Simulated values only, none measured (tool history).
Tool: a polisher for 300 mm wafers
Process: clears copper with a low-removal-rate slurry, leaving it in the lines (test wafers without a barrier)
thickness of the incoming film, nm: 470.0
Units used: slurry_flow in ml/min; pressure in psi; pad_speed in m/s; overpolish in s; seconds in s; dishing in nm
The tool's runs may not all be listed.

run,hour,slurry_flow,pressure,pad_speed,slurry_solids,overpolish,seconds,dishing
1,0.0,195,2.9,1.02,1.00,12,123.16,23.3370
2,8.8,195,2.5,1.06,1.00,9,139.85,18.0670
3,11.6,195,2.5,0.96,1.00,9,155.01,17.1460
4,19.8,195,3.0,0.96,1.00,9,127.82,19.0390
5,22.5,195,3.0,0.86,1.00,9,144.95,17.7320
6,23.7,195,3.0,0.74,1.00,9,161.91,16.5590
7,30.7,170,3.1,0.76,0.85,7,164.10,12.4230
8,33.7,160,3.3,0.76,0.75,6,160.30,11.7800
9,38.3,115,3.6,0.80,0.50,4,171.84,7.7268
10,42.3,115,3.7,0.80,0.50,4,161.91,7.6794

Run 11 comes next. What will it give?
11,43.0,120,3.7,0.80,0.50,4,?,?

For run 11 the tool returned seconds 164.25 s, dishing 7.9759 nm.
